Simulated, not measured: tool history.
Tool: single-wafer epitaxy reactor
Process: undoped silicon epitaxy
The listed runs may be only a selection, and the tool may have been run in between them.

run    day  wafer temperature setpoint (pyrometer-controlled) (deg C)  deposition time (s)  mean film thickness on the monitor wafer (Å)
  1  0.000                                                        625                  243                                        193.88
  2  0.121                                                        625                  264                                        210.62
  3  0.242                                                        627                  264                                        219.13
  4  0.438                                                        629                  264                                        227.91
  5  0.721                                                        639                  264                                        281.88
  6  0.792                                                        639                  240                                        255.28
     1.062  -- pyrometer calibrated
  7  1.062                                                        640                  240                                        286.81

What does the tool deliver on the next run?
  8  1.112                                                        641                  240                                             ?

mean film thickness on the monitor wafer (Å): 293.07

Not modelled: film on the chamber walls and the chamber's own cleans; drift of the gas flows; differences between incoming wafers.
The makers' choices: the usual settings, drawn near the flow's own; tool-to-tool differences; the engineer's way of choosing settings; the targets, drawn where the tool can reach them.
